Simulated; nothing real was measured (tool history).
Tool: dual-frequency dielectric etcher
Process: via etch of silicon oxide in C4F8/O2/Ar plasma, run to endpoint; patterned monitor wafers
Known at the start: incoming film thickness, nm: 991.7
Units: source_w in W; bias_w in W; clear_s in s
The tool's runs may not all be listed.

run,hour,source_w,bias_w,clear_s
1,0.0,1550,1501,260.46
2,0.9,1450,1501,268.41
3,9.9,1630,1501,251.26
4,12.7,1630,1288,260.28
5,17.3,1420,1288,282.13
# hour 25.0: bias power generator calibrated
6,25.0,1280,1254,296.69
7,26.9,1180,1228,317.02

Forecast run 8:
8,30.9,1150,1221,?

Run 8 gave clear_s 319.14 s.
